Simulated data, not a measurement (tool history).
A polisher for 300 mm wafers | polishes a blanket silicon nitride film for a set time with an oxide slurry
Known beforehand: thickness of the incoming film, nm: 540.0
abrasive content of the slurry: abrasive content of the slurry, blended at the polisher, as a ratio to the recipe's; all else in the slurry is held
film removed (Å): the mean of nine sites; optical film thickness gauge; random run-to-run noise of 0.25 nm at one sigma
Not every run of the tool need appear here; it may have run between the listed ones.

| run | hour | flow of slurry (ml/min) | pressure of the wafer on the pad (kPa) | speed of the pad under the wafer (m/s) | abrasive content of the slurry | polishing time (s) | film removed (Å) |
|---|---|---|---|---|---|---|---|
| 1 | 0 | 300 | 26.9 | 1.4 | 1 | 57 | 544.92 |
| 2 | 2.3 | 300 | 26.9 | 1.4 | 1 | 57 | 542.76 |
| 3 | 6.4 | 300 | 24.8 | 1.4 | 1 | 57 | 507.84 |
| 4 | 8.5 | 270 | 24.8 | 1.4 | 1 | 57 | 500.44 |
| 5 | 12.9 | 270 | 23.4 | 1.4 | 1 | 57 | 476.05 |
| 6 | 16.5 | 310 | 23.4 | 1.4 | 1 | 57 | 484.89 |

What does the tool deliver on the next run?
| 7 | 22.8 | 285 | 15.9 | 1.38 | 1 | 57 | ? |

Logged for run 7: film removed (Å) 332.34.

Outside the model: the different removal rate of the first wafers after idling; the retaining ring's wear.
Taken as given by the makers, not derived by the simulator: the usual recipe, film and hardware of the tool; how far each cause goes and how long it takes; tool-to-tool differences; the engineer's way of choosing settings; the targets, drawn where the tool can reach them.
